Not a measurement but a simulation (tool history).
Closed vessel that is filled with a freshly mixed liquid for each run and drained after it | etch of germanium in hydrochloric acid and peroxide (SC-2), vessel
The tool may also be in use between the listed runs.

run,hour,temperature setpoint of the liquid (C),parts of water to one part each of 37 % hydrochloric acid and 30 % peroxide (parts by volume),time in the liquid (s),thickness taken off the germanium on a monitor wafer (Å)
1,0,48,9.5,105,2173.8
2,6.9,48,9.5,105,2184.3
3,7.8,48,9.5,110,2288.9
4,11.4,46,9.5,110,2131.9
5,18.9,44.5,9.5,110,2028
6,24.6,43.5,9.5,110,1972.8

Forecast run 7:
7,30.8,42.5,9.5,110,?

{"run 7": {"thickness taken off the germanium on a monitor wafer (Å)": 1913.9}}
